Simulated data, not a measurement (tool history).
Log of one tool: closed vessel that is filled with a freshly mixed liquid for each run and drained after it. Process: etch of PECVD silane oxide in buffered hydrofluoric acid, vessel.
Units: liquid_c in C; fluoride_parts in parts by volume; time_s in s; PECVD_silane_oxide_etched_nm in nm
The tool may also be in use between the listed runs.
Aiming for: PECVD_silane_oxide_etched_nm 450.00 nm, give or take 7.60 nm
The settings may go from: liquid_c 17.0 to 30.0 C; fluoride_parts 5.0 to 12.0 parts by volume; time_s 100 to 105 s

run 1 hour=0.0 | liquid_c=22.0 fluoride_parts=7.0 time_s=100 | PECVD_silane_oxide_etched_nm=407.99
run 2 hour=4.6 | liquid_c=22.5 fluoride_parts=7.0 time_s=100 | PECVD_silane_oxide_etched_nm=420.11
run 3 hour=11.4 | liquid_c=22.5 fluoride_parts=7.0 time_s=105 | PECVD_silane_oxide_etched_nm=438.42
run 4 hour=20.5 | liquid_c=22.5 fluoride_parts=5.5 time_s=105 | PECVD_silane_oxide_etched_nm=545.84
run 5 hour=29.3 | liquid_c=21.5 fluoride_parts=5.5 time_s=105 | PECVD_silane_oxide_etched_nm=516.25
run 6 hour=36.5 | liquid_c=24.0 fluoride_parts=5.5 time_s=105 | PECVD_silane_oxide_etched_nm=589.13
run 7 hour=41.1 | liquid_c=22.5 fluoride_parts=5.5 time_s=105 | PECVD_silane_oxide_etched_nm=545.43
run 8 hour=42.1 | liquid_c=21.5 fluoride_parts=5.5 time_s=105 | PECVD_silane_oxide_etched_nm=510.88
run 9 hour=50.7 | liquid_c=21.0 fluoride_parts=5.5 time_s=105 | PECVD_silane_oxide_etched_nm=496.88
run 10 hour=59.1 | liquid_c=20.5 fluoride_parts=5.5 time_s=105 | PECVD_silane_oxide_etched_nm=486.80
run 11 hour=65.4 | liquid_c=20.0 fluoride_parts=5.5 time_s=105 | PECVD_silane_oxide_etched_nm=469.11
run 12 hour=74.0 | liquid_c=19.5 fluoride_parts=5.5 time_s=105 | PECVD_silane_oxide_etched_nm=458.72

Exactly one of the 4 candidate moves below puts every result within its allowed miss. Which one?
run A hour=82.6 | liquid_c=21.0 fluoride_parts=5.5 time_s=100 | PECVD_silane_oxide_etched_nm=?
run B hour=82.6 | liquid_c=23.0 fluoride_parts=7.0 time_s=105 | PECVD_silane_oxide_etched_nm=?
run C hour=82.6 | liquid_c=20.0 fluoride_parts=5.5 time_s=105 | PECVD_silane_oxide_etched_nm=?
run D hour=82.6 | liquid_c=20.5 fluoride_parts=5.5 time_s=100 | PECVD_silane_oxide_etched_nm=?

move=A PECVD_silane_oxide_etched_nm=475.54
move=B PECVD_silane_oxide_etched_nm=453.11
move=C PECVD_silane_oxide_etched_nm=472.28
move=D PECVD_silane_oxide_etched_nm=462.51
A: the biggest miss grows against the last run
B: in spec on every target
C: the biggest miss grows against the last run
D: the biggest miss grows against the last run
Correct choice: B, which meets every target
